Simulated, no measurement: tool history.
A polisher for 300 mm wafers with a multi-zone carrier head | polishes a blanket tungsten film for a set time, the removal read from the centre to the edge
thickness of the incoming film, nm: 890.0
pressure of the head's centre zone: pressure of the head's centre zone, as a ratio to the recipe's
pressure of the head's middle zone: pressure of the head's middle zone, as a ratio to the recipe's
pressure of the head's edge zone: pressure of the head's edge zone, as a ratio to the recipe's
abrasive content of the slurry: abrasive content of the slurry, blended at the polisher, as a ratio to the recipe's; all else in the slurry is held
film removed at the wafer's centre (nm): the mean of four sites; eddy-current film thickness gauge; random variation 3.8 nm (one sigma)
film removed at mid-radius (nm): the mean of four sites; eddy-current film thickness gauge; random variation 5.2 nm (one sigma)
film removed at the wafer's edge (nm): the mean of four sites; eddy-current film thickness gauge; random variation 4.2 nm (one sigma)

run,hour,flow of slurry (ml/min),pressure of the head's centre zone,pressure of the head's middle zone,pressure of the head's edge zone,abrasive content of the slurry,polishing time (s),film removed at the wafer's centre (nm),film removed at mid-radius (nm),film removed at the wafer's edge (nm)
1,0.0,160,1.00,1.00,1.00,1.00,36,244.85,249.93,253.73
2,1.2,160,1.00,1.00,0.94,1.00,36,241.40,244.51,248.09
3,4.9,165,0.99,1.01,0.97,1.15,38,266.84,281.82,273.54
4,9.1,165,0.98,0.99,1.01,1.25,39,276.46,289.08,294.26
5,15.4,170,0.98,1.00,1.04,1.30,39,285.45,288.09,311.35
6,20.9,180,0.98,1.04,1.04,1.35,39,292.57,305.52,316.34
7,29.3,185,0.98,1.07,1.05,1.40,39,296.96,324.81,319.17
8,32.0,190,0.98,1.08,1.07,1.45,39,299.94,319.85,328.09
9,37.5,195,0.98,1.09,1.08,1.45,39,296.56,329.69,322.03

Forecast run 10:
10,40.4,195,0.98,1.09,1.08,1.45,40,?,?,?

Run 10 gave film removed at the wafer's centre (nm) 308.61, film removed at mid-radius (nm) 346.19, film removed at the wafer's edge (nm) 330.99.
